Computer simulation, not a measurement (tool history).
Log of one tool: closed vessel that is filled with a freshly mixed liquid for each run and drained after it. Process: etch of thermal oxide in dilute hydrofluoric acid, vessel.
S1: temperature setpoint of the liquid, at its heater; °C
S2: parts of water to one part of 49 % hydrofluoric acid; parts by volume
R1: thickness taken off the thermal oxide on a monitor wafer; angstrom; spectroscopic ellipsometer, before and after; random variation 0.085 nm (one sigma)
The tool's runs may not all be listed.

Run 1, hour 0.0: S1 23.0 °C, S2 250 parts by volume, time in the liquid (s) 425. Result: R1 76.281 angstrom.
Run 2, hour 3.4: S1 23.0 °C, S2 250 parts by volume, time in the liquid (s) 425. Result: R1 75.835 angstrom.
Run 3, hour 8.8: S1 24.5 °C, S2 230 parts by volume, time in the liquid (s) 425. Result: R1 89.051 angstrom.
Run 4, hour 17.6: S1 26.0 °C, S2 215 parts by volume, time in the liquid (s) 425. Result: R1 101.920 angstrom.
Run 5, hour 21.7: S1 28.5 °C, S2 215 parts by volume, time in the liquid (s) 425. Result: R1 110.770 angstrom.
Run 6, hour 23.7: S1 29.0 °C, S2 200 parts by volume, time in the liquid (s) 425. Result: R1 124.440 angstrom.
Run 7, hour 27.1: S1 31.0 °C, S2 145 parts by volume, time in the liquid (s) 425. Result: R1 196.540 angstrom.
Run 8, hour 31.2: S1 30.5 °C, S2 145 parts by volume, time in the liquid (s) 425. Result: R1 195.050 angstrom.
Run 9, hour 36.7: S1 30.5 °C, S2 145 parts by volume, time in the liquid (s) 425. Result: R1 193.380 angstrom.
Run 10, hour 42.8: S1 30.0 °C, S2 145 parts by volume, time in the liquid (s) 425. Result: R1 188.770 angstrom.
Run 11, hour 48.1: S1 29.5 °C, S2 145 parts by volume, time in the liquid (s) 425. Result: R1 185.590 angstrom.
Run 12, hour 56.1: S1 29.5 °C, S2 145 parts by volume, time in the liquid (s) 425. Result: R1 187.400 angstrom.
Run 13, hour 64.1: S1 29.0 °C, S2 145 parts by volume, time in the liquid (s) 425. Result: R1 182.620 angstrom.
Run 14, hour 65.4: S1 28.5 °C, S2 145 parts by volume, time in the liquid (s) 425. Result: R1 180.620 angstrom.

Forecast run 15:
Run 15, hour 70.8: S1 28.0 °C, S2 145 parts by volume, time in the liquid (s) 425. Result: R1 ?.

Run 15 gave R1 176.420 angstrom.
